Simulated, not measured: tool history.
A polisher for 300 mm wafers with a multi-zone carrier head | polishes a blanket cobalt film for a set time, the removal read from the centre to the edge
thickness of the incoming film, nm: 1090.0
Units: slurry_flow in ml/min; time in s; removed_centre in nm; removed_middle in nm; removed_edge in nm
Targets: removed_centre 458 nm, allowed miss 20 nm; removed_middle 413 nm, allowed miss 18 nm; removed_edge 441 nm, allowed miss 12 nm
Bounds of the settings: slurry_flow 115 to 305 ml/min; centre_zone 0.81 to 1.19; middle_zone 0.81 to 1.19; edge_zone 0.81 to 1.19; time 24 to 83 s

run  hour  slurry_flow  centre_zone  middle_zone  edge_zone  time  removed_centre  removed_middle  removed_edge
  1     0          195            1            1          1    53           319.4          308.65        304.36
  2   0.5          195         1.07            1          1    53          340.18          305.11        307.44
  3   3.5          200         1.07            1       1.02    54          348.55          314.85        313.35
  4     5          200         1.13            1       1.02    54           361.1          312.04        316.57
  5   9.6          200         1.13            1       1.04    56          370.44          323.94        330.04
  6  13.4          160         1.13            1       1.04    56          355.39          314.11        321.38
  7  16.2          165         1.13            1       1.05    57          357.91          322.85        328.23
  8  23.1          175         1.13            1       1.06    58          377.09          326.35        340.85
  9  29.1          180         1.12         1.01       1.07    59          382.37          336.32        346.38
 10  30.2          185         1.11         1.01       1.08    60          381.47           341.5        360.86
 11  34.3          190         1.11         1.02       1.09    61          393.91          361.67        367.49
 12  41.4          195         1.11         1.02        1.1    62          402.97          362.52        376.71

Which of these 4 next moves meets every target?
  A  48.5          245         1.19         1.19       0.81    57               ?               ?             ?
  B  48.5          140          0.9         1.19       1.11    70               ?               ?             ?
  C  48.5          185         1.09          0.9       1.19    77               ?               ?             ?
  D  48.5          245          1.1         1.02       1.19    68               ?               ?             ?

move  removed_centre  removed_middle  removed_edge
   A          420.33          405.59        301.82
   B          349.17          452.17        400.34
   C          495.49          414.84        477.34
   D          462.73          423.98        433.95
A: further off than the last run
B: as far off as the last run
C: takes the result that was furthest off past its target
D: meets every target
Answer: D

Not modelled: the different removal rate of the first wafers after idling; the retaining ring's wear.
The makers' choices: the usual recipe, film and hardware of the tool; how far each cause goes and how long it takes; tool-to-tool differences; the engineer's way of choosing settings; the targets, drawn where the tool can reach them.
